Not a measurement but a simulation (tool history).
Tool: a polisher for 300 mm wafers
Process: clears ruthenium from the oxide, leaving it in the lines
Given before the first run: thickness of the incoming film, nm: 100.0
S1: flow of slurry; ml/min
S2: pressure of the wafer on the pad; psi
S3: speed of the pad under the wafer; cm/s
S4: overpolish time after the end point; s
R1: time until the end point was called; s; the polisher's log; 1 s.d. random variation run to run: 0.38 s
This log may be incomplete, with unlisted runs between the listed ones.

| run | hour | S1 | S2 | S3 | S4 | R1 |
|---|---|---|---|---|---|---|
| 1 | 0.0 | 200 | 2.3 | 88 | 7 | 83.681 |
| 2 | 6.3 | 235 | 2.3 | 88 | 7 | 81.331 |
| 3 | 12.3 | 235 | 2.4 | 88 | 7 | 77.770 |
| 4 | 19.8 | 235 | 2.4 | 88 | 5 | 77.516 |
| 5 | 27.9 | 235 | 2.5 | 88 | 5 | 74.620 |
| 6 | 35.4 | 235 | 2.6 | 88 | 5 | 73.066 |
| 7 | 38.7 | 235 | 2.6 | 88 | 5 | 71.770 |
| 8 | 47.2 | 235 | 2.7 | 88 | 5 | 68.482 |
| 9 | 51.4 | 235 | 2.8 | 88 | 5 | 67.222 |
| 10 | 52.6 | 240 | 2.9 | 90 | 5 | 63.416 |
| 11 | 54.4 | 240 | 3.0 | 92 | 5 | 58.791 |

For run 12, what comes out?
| 12 | 60.2 | 240 | 3.1 | 92 | 5 | ? |

Run 12 came out at R1 57.429 s.
